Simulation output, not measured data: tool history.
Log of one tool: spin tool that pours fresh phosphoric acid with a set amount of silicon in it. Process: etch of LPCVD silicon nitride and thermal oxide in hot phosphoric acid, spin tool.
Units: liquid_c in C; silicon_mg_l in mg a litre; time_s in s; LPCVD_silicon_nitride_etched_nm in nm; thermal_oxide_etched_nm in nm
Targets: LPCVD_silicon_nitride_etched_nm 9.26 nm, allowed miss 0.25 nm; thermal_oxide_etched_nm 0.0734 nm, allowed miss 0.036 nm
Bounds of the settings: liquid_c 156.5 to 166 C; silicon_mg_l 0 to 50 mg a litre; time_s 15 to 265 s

run,day,liquid_c,silicon_mg_l,time_s,LPCVD_silicon_nitride_etched_nm,thermal_oxide_etched_nm
1,0,161,23.5,135,12.87,0.18927
2,0.196,161,12.5,135,12.989,0.22256
3,0.233,161,25.5,135,12.957,0.18027
4,0.429,160.5,29,130,12.196,0.12809
5,0.717,162,29,130,12.804,0.13994
6,1.042,162,22,130,12.873,0.11983
7,1.288,162,23,120,11.8,0.19578
# day 1.467: heated supply line repaired
8,1.467,161,28,115,12.11,0.18266
9,1.821,162,32,100,10.763,0.11754
10,1.967,162,34.5,95,10.245,0.10151
11,2.088,162,36.5,90,9.6601,0.06614
12,2.375,162,36,90,9.6435,0.087091
13,2.442,162,37,90,9.6589,0.077052

4 next moves are on the table. One of them brings every result within its allowed miss. Which?
A,2.508,162,40.5,90,?,?
B,2.508,164,37,80,?,?
C,2.508,161,40,95,?,?
D,2.508,160,42,100,?,?

move,LPCVD_silicon_nitride_etched_nm,thermal_oxide_etched_nm
A,9.6697,0.054613
B,9.1841,0.069747
C,9.8721,0.055404
D,10.049,0.046942
A: as far off as the last run
B: meets every target
C: further off than the last run
D: further off than the last run
Answer: B

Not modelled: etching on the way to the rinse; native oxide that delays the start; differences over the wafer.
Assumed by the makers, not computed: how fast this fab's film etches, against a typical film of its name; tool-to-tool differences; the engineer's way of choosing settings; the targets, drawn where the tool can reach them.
